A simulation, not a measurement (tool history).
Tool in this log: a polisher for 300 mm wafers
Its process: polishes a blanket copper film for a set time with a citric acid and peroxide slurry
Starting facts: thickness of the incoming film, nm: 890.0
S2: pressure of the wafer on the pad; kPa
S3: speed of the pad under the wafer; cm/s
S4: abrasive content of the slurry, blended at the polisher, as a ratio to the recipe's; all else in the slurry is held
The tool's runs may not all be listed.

run 1 day=0 | flow_of_slurry_(ml/min)=170 S2=29 S3=126 S4=1 polishing_time_(s)=25 | film_removed_(nm)=83.963
run 2 day=0.262 | flow_of_slurry_(ml/min)=165 S2=26.2 S3=126 S4=1 polishing_time_(s)=25 | film_removed_(nm)=75.086
run 3 day=0.4 | flow_of_slurry_(ml/min)=165 S2=26.2 S3=126 S4=1.1 polishing_time_(s)=25 | film_removed_(nm)=76.552
run 4 day=0.496 | flow_of_slurry_(ml/min)=165 S2=26.2 S3=126 S4=1.1 polishing_time_(s)=22 | film_removed_(nm)=67.025
run 5 day=0.771 | flow_of_slurry_(ml/min)=160 S2=24.8 S3=126 S4=1.1 polishing_time_(s)=22 | film_removed_(nm)=64.275
run 6 day=0.938 | flow_of_slurry_(ml/min)=120 S2=24.8 S3=126 S4=1.1 polishing_time_(s)=22 | film_removed_(nm)=59.339

The next listed run, before its measurement:
run 7 day=1.304 | flow_of_slurry_(ml/min)=115 S2=24.8 S3=126 S4=1.1 polishing_time_(s)=22 | film_removed_(nm)=?

film removed (nm): 58.594
